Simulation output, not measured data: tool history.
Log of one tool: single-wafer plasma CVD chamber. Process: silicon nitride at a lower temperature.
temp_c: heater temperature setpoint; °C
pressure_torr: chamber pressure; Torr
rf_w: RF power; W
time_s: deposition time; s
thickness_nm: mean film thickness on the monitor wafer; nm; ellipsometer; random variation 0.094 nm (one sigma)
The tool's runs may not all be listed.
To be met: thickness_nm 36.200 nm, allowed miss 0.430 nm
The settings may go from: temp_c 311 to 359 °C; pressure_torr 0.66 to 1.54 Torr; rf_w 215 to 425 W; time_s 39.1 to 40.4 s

run    day  temp_c  pressure_torr  rf_w  time_s  thickness_nm
  1  0.000     335           1.10   320    39.1        41.305
  2  0.338     335           1.24   320    39.1        42.806
  3  0.433     335           1.12   315    39.1        40.991
  4  0.654     335           1.02   315    39.1        39.750
  5  1.000     335           0.95   315    39.1        38.815
  6  1.167     335           0.80   315    39.1        36.695
     1.196  -- RF generator calibrated
  7  1.196     335           0.76   315    39.1        37.465
  8  1.417     335           0.74   315    39.1        37.276
  9  1.558     335           0.72   315    39.1        36.749

4 next moves are on the table. One of them brings every result within its allowed miss. Which?
  A  1.700     347           0.73   305    40.1             ?
  B  1.700     336           0.67   325    39.8             ?
  C  1.700     335           0.74   305    40.4             ?
  D  1.700     326           0.69   315    39.1             ?

move  thickness_nm
   A        36.813
   B        37.250
   C        37.454
   D        36.269
A: further off than the last run
B: further off than the last run
C: further off than the last run
D: meets every target
Answer: D
